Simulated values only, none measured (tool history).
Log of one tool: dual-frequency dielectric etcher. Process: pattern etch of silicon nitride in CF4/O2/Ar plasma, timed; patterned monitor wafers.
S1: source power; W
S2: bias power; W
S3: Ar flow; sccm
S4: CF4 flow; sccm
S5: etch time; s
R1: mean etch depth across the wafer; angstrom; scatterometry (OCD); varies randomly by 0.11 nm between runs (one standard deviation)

run	hour	S1	S2	S3	S4	S5	R1
1	0	490	50	106	114	17	309.58
2	8.4	490	50	106	114	18	329.03
3	13.4	490	44	106	114	18	317.85
4	17.8	490	39	106	114	18	309.92
5	25.8	520	39	106	114	18	324.7
6	33.8	560	39	106	114	18	345.25
7	42.3	580	39	106	114	18	354.23

Run 8 has not been measured yet. What should we expect?
8	44.1	600	39	106	114	18	?

Run 8 produced R1 362.8 angstrom.
